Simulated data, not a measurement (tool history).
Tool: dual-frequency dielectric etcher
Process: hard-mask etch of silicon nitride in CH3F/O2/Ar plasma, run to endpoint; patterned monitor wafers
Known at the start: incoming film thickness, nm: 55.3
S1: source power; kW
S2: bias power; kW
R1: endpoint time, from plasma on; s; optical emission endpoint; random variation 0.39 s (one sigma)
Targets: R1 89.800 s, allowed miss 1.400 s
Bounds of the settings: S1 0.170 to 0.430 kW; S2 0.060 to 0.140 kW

run 1 hour=0.0 | S1=0.300 S2=0.100 | R1=74.489
run 2 hour=2.9 | S1=0.260 S2=0.100 | R1=78.729
run 3 hour=6.7 | S1=0.260 S2=0.107 | R1=75.718
run 4 hour=13.0 | S1=0.260 S2=0.119 | R1=72.617
run 5 hour=19.7 | S1=0.230 S2=0.119 | R1=74.753
run 6 hour=27.0 | S1=0.220 S2=0.113 | R1=77.770
run 7 hour=28.0 | S1=0.210 S2=0.109 | R1=80.190
run 8 hour=36.1 | S1=0.200 S2=0.106 | R1=82.034
run 9 hour=41.3 | S1=0.190 S2=0.103 | R1=83.883
run 10 hour=49.7 | S1=0.170 S2=0.089 | R1=92.748

Which of these 4 next moves meets every target?
run A hour=58.1 | S1=0.210 S2=0.093 | R1=?
run B hour=58.1 | S1=0.220 S2=0.080 | R1=?
run C hour=58.1 | S1=0.190 S2=0.072 | R1=?
run D hour=58.1 | S1=0.200 S2=0.081 | R1=?

move=A R1=86.197
move=B R1=90.725
move=C R1=98.983
move=D R1=92.750
A: takes the result that was furthest off past its target
B: meets every target
C: further off than the last run
D: as far off as the last run
Answer: B
